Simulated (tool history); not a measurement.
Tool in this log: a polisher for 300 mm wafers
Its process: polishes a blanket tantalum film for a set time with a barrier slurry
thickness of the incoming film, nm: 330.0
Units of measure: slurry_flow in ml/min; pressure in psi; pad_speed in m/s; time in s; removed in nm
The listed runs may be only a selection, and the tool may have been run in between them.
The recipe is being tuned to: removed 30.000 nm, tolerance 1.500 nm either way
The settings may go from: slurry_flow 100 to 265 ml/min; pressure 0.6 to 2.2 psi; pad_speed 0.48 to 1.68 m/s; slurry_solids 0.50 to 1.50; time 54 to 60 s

Run 1, hour 0.0: slurry_flow 170 ml/min, pressure 1.4 psi, pad_speed 1.08 m/s, slurry_solids 1.00, time 60 s. Result: removed 71.170 nm.
Run 2, hour 4.7: slurry_flow 170 ml/min, pressure 1.4 psi, pad_speed 1.08 m/s, slurry_solids 1.00, time 60 s. Result: removed 69.736 nm.
Run 3, hour 8.8: slurry_flow 135 ml/min, pressure 1.4 psi, pad_speed 1.08 m/s, slurry_solids 1.00, time 60 s. Result: removed 67.197 nm.
Run 4, hour 10.2: slurry_flow 135 ml/min, pressure 1.4 psi, pad_speed 1.08 m/s, slurry_solids 1.00, time 60 s. Result: removed 67.763 nm.
Run 5, hour 17.3: slurry_flow 135 ml/min, pressure 1.4 psi, pad_speed 1.08 m/s, slurry_solids 1.20, time 60 s. Result: removed 70.139 nm.
Run 6, hour 24.5: slurry_flow 135 ml/min, pressure 1.4 psi, pad_speed 1.08 m/s, slurry_solids 1.20, time 54 s. Result: removed 63.800 nm.
Run 7, hour 30.0: slurry_flow 135 ml/min, pressure 1.2 psi, pad_speed 1.04 m/s, slurry_solids 1.20, time 54 s. Result: removed 53.496 nm.
Run 8, hour 35.9: slurry_flow 135 ml/min, pressure 1.1 psi, pad_speed 1.02 m/s, slurry_solids 1.20, time 54 s. Result: removed 50.405 nm.
Run 9, hour 42.0: slurry_flow 135 ml/min, pressure 1.0 psi, pad_speed 0.98 m/s, slurry_solids 1.20, time 54 s. Result: removed 44.623 nm.

Consider the 5 candidate settings below. Which is the only one whose results all fall within their allowed miss of target?
Run A, hour 48.1: slurry_flow 115 ml/min, pressure 0.8 psi, pad_speed 0.88 m/s, slurry_solids 1.25, time 54 s. Result: removed ?.
Run B, hour 48.1: slurry_flow 105 ml/min, pressure 0.7 psi, pad_speed 0.98 m/s, slurry_solids 1.05, time 57 s. Result: removed ?.
Run C, hour 48.1: slurry_flow 140 ml/min, pressure 0.7 psi, pad_speed 0.78 m/s, slurry_solids 1.30, time 54 s. Result: removed ?.
Run D, hour 48.1: slurry_flow 135 ml/min, pressure 0.6 psi, pad_speed 1.04 m/s, slurry_solids 1.15, time 57 s. Result: removed ?.
Run E, hour 48.1: slurry_flow 135 ml/min, pressure 1.4 psi, pad_speed 1.08 m/s, slurry_solids 0.95, time 60 s. Result: removed ?.

move  removed
   A   34.864
   B   33.898
   C   30.814
   D   34.761
   E   66.083
A: an improvement on the last run, though not all results are within tolerance
B: an improvement on the last run, though not all results are within tolerance
C: all results land within tolerance of their targets
D: an improvement on the last run, though not all results are within tolerance
E: the biggest miss grows against the last run
Go with C: it meets all targets.

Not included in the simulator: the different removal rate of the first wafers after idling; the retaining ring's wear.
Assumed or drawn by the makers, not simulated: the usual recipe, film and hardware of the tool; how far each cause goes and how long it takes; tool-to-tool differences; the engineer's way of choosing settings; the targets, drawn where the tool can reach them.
